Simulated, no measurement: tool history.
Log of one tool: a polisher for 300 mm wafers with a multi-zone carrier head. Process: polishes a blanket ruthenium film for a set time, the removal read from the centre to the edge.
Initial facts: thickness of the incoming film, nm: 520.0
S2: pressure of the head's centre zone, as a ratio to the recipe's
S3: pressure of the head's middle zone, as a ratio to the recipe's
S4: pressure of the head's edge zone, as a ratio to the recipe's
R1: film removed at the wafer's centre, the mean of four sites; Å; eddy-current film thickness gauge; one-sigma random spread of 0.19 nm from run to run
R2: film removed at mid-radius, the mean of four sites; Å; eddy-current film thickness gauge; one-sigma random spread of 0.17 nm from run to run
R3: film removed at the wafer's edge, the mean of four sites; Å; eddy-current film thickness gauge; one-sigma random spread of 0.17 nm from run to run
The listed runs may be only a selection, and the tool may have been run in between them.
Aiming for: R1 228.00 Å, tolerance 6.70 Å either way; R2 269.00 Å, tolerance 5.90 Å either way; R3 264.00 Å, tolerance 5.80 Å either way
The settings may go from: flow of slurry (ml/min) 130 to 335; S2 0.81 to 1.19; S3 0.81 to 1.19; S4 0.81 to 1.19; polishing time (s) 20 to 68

Run 1, day 0.000: flow of slurry (ml/min) 215, S2 1.00, S3 1.00, S4 1.00, polishing time (s) 44. Result: R1 393.96 Å, R2 386.28 Å, R3 386.85 Å.
Run 2, day 0.112: flow of slurry (ml/min) 195, S2 1.00, S3 1.00, S4 1.00, polishing time (s) 44. Result: R1 384.98 Å, R2 378.89 Å, R3 380.42 Å.
Run 3, day 0.217: flow of slurry (ml/min) 185, S2 0.96, S3 0.99, S4 0.98, polishing time (s) 42. Result: R1 351.49 Å, R2 359.25 Å, R3 363.65 Å.
Run 4, day 0.317: flow of slurry (ml/min) 185, S2 0.96, S3 0.99, S4 0.98, polishing time (s) 48. Result: R1 403.51 Å, R2 406.54 Å, R3 410.44 Å.
Run 5, day 0.600: flow of slurry (ml/min) 185, S2 0.96, S3 0.99, S4 0.94, polishing time (s) 48. Result: R1 406.79 Å, R2 406.08 Å, R3 398.08 Å.
Run 6, day 0.962: flow of slurry (ml/min) 185, S2 0.96, S3 0.99, S4 0.94, polishing time (s) 44. Result: R1 370.89 Å, R2 378.20 Å, R3 372.41 Å.
Run 7, day 1.317: flow of slurry (ml/min) 180, S2 0.94, S3 0.98, S4 0.92, polishing time (s) 41. Result: R1 329.65 Å, R2 345.65 Å, R3 340.99 Å.
Run 8, day 1.679: flow of slurry (ml/min) 180, S2 0.94, S3 0.98, S4 0.92, polishing time (s) 41. Result: R1 335.96 Å, R2 347.15 Å, R3 343.03 Å.
Run 9, day 1.746: flow of slurry (ml/min) 175, S2 0.92, S3 0.98, S4 0.90, polishing time (s) 39. Result: R1 312.36 Å, R2 326.45 Å, R3 315.91 Å.
Run 10, day 1.938: flow of slurry (ml/min) 165, S2 0.90, S3 0.98, S4 0.91, polishing time (s) 38. Result: R1 286.68 Å, R2 319.41 Å, R3 312.68 Å.
Run 11, day 2.150: flow of slurry (ml/min) 160, S2 0.89, S3 0.97, S4 0.89, polishing time (s) 37. Result: R1 278.89 Å, R2 307.10 Å, R3 295.54 Å.
Run 12, day 2.496: flow of slurry (ml/min) 160, S2 0.89, S3 0.97, S4 0.89, polishing time (s) 37. Result: R1 278.72 Å, R2 303.05 Å, R3 299.94 Å.
Run 13, day 2.571: flow of slurry (ml/min) 155, S2 0.87, S3 0.97, S4 0.88, polishing time (s) 36. Result: R1 267.98 Å, R2 295.55 Å, R3 287.82 Å.
Run 14, day 2.888: flow of slurry (ml/min) 150, S2 0.86, S3 0.97, S4 0.88, polishing time (s) 35. Result: R1 251.99 Å, R2 286.59 Å, R3 278.28 Å.
Run 15, day 3.092: flow of slurry (ml/min) 145, S2 0.85, S3 0.97, S4 0.88, polishing time (s) 35. Result: R1 250.70 Å, R2 284.43 Å, R3 276.44 Å.
Run 16, day 3.371: flow of slurry (ml/min) 145, S2 0.84, S3 0.97, S4 0.88, polishing time (s) 35. Result: R1 245.32 Å, R2 284.21 Å, R3 276.17 Å.
Run 17, day 3.688: flow of slurry (ml/min) 145, S2 0.83, S3 0.97, S4 0.88, polishing time (s) 35. Result: R1 241.81 Å, R2 283.32 Å, R3 276.47 Å.

5 next moves are on the table. One of them brings every result within its allowed miss. Which?
Run A, day 4.004: flow of slurry (ml/min) 140, S2 0.90, S3 0.99, S4 0.89, polishing time (s) 36. Result: R1 ?, R2 ?, R3 ?.
Run B, day 4.004: flow of slurry (ml/min) 135, S2 0.81, S3 1.12, S4 0.83, polishing time (s) 35. Result: R1 ?, R2 ?, R3 ?.
Run C, day 4.004: flow of slurry (ml/min) 130, S2 0.86, S3 0.93, S4 1.06, polishing time (s) 34. Result: R1 ?, R2 ?, R3 ?.
Run D, day 4.004: flow of slurry (ml/min) 170, S2 0.90, S3 1.06, S4 0.81, polishing time (s) 34. Result: R1 ?, R2 ?, R3 ?.
Run E, day 4.004: flow of slurry (ml/min) 130, S2 0.82, S3 0.96, S4 0.86, polishing time (s) 34. Result: R1 ?, R2 ?, R3 ?.

move      R1      R2      R3
   A  269.65  291.05  282.28
   B  234.04  303.55  264.33
   C  239.26  261.02  286.98
   D  264.58  296.44  261.69
   E  228.07  266.13  259.91
A: the biggest miss grows against the last run
B: the biggest miss grows against the last run
C: pushes the last run's worst result past its target
D: the biggest miss grows against the last run
E: in spec on every target
E is the move that brings every result within its allowed miss.
